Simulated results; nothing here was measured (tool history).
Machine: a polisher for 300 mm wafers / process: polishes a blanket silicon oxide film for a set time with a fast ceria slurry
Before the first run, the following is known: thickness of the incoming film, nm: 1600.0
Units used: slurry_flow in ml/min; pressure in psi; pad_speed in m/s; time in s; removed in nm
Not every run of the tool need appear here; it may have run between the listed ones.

run,hour,slurry_flow,pressure,pad_speed,time,removed
1,0.0,315,2.5,1.28,23,489.37
2,3.1,315,2.8,1.28,23,539.60
3,4.3,315,2.8,1.46,23,607.81
4,12.2,315,2.8,1.46,21,556.09
5,14.1,315,3.2,1.46,21,632.77
6,20.6,315,3.2,1.46,21,639.59
7,29.4,315,2.9,1.44,21,575.69

Predict the results of run 8:
8,32.5,315,2.2,1.38,21,?

Run 8 gave removed 428.06 nm.

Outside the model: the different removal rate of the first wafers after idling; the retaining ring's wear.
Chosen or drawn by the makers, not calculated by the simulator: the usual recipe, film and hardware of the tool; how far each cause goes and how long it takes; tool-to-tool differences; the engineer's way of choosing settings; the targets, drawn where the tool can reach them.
